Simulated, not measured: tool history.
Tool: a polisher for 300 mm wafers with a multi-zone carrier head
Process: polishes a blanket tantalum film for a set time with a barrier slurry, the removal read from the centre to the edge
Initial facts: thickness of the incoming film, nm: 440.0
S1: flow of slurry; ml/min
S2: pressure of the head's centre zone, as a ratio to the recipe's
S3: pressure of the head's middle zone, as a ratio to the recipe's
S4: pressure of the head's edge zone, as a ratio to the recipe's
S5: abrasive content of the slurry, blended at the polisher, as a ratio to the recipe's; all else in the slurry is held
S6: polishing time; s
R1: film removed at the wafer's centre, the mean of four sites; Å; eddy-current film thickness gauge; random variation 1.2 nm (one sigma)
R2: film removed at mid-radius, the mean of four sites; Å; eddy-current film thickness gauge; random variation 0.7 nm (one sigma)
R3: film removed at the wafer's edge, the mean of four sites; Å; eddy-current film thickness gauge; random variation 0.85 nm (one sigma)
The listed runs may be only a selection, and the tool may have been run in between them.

run  hour   S1    S2    S3    S4    S5  S6      R1      R2      R3
  1   0.0  155  1.00  1.00  1.00  1.00  48  738.28  731.76  722.63
  2   1.6  155  1.00  1.00  1.03  1.00  48  734.07  734.90  731.95
  3   9.3  160  1.02  0.99  1.04  1.00  48  763.96  740.31  735.32
  4  16.4  160  1.02  0.99  1.04  1.00  41  641.21  629.71  631.94
  5  23.7  165  1.04  0.98  1.05  1.05  42  681.49  649.71  656.23
  6  32.4  165  0.96  0.98  1.05  1.05  42  636.90  639.62  652.04
  7  37.1  170  0.99  0.97  1.06  1.10  43  683.29  664.05  700.11
  8  41.2  180  1.02  0.97  1.06  1.15  43  716.61  682.21  694.88
  9  49.7  180  1.04  0.96  1.07  1.20  44  741.86  697.44  713.73
 10  55.7  185  1.06  0.95  1.08  1.25  45  775.54  719.48  744.82

Run 11 comes next. What will it give?
 11  58.1  190  1.08  0.94  1.08  1.30  45   ?   ?   ?

Run 11 gave R1 798.32 Å, R2 705.50 Å, R3 747.83 Å.
